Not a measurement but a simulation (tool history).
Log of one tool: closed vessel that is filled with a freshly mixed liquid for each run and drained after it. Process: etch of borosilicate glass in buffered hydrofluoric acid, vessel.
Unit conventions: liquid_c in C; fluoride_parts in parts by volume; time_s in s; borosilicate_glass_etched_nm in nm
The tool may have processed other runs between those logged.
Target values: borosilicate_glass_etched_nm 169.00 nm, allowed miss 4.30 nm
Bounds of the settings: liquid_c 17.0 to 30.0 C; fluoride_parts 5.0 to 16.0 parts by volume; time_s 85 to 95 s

run,hour,liquid_c,fluoride_parts,time_s,borosilicate_glass_etched_nm
1,0.0,22.0,9.5,85,91.87
2,6.4,22.0,9.5,95,102.47
3,7.8,24.0,9.5,95,115.17
4,9.6,24.0,7.5,95,146.30
5,12.2,24.5,7.5,95,148.93
6,18.7,25.0,7.5,95,152.08
7,25.5,25.0,7.5,95,152.44
8,30.6,25.5,7.5,95,154.84
9,38.4,26.0,7.5,95,161.23

Which single option among these 4 for the next run brings every result within its allowed miss of target? Just one does.
A,46.2,28.5,8.0,85,?
B,46.2,27.0,8.0,90,?
C,46.2,23.0,6.0,90,?
D,46.2,25.0,6.0,85,?

move,borosilicate_glass_etched_nm
A,153.76
B,150.45
C,161.75
D,170.02
A: its largest miss is bigger than the last run's
B: its largest miss is bigger than the last run's
C: nearer the targets than the last run, but a result is still out of spec
D: every result within its allowed miss
D meets every target.

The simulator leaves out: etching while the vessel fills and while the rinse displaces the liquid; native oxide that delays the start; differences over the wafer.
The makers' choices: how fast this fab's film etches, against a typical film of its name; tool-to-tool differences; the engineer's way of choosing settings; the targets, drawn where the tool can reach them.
